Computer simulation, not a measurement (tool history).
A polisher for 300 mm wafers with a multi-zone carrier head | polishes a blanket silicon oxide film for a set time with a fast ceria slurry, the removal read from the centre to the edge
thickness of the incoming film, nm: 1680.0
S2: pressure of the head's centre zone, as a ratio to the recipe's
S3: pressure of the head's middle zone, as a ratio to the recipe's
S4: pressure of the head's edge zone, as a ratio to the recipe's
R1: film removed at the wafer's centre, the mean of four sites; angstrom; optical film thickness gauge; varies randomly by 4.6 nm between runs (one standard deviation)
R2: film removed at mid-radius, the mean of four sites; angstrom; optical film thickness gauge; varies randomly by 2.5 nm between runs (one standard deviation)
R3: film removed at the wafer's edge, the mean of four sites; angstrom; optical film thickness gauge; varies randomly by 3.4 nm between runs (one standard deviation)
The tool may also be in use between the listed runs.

run 1 hour=0.0 | flow_of_slurry_(ml/min)=210 S2=1.00 S3=1.00 S4=1.00 polishing_time_(s)=39 | R1=5387.8 R2=5265.0 R3=5179.6
run 2 hour=7.7 | flow_of_slurry_(ml/min)=165 S2=1.00 S3=1.00 S4=1.00 polishing_time_(s)=39 | R1=5113.6 R2=4993.0 R3=5106.3
run 3 hour=8.7 | flow_of_slurry_(ml/min)=165 S2=1.00 S3=1.07 S4=1.00 polishing_time_(s)=39 | R1=5125.6 R2=5203.1 R3=5091.9
run 4 hour=15.7 | flow_of_slurry_(ml/min)=165 S2=1.05 S3=1.07 S4=1.00 polishing_time_(s)=39 | R1=5382.0 R2=5281.9 R3=5063.9
run 5 hour=20.5 | flow_of_slurry_(ml/min)=125 S2=1.05 S3=1.07 S4=1.00 polishing_time_(s)=39 | R1=5022.6 R2=4932.2 R3=4839.9
run 6 hour=22.2 | flow_of_slurry_(ml/min)=125 S2=1.06 S3=1.04 S4=1.00 polishing_time_(s)=38 | R1=4914.7 R2=4691.7 R3=4696.4
run 7 hour=28.0 | flow_of_slurry_(ml/min)=125 S2=1.07 S3=1.01 S4=1.00 polishing_time_(s)=38 | R1=5081.7 R2=4559.1 R3=4686.5

Predict the results of run 8:
run 8 hour=31.8 | flow_of_slurry_(ml/min)=125 S2=1.07 S3=0.99 S4=1.00 polishing_time_(s)=38 | R1=? R2=? R3=?

For run 8 the tool returned R1 4972.5 angstrom, R2 4620.7 angstrom, R3 4701.8 angstrom.
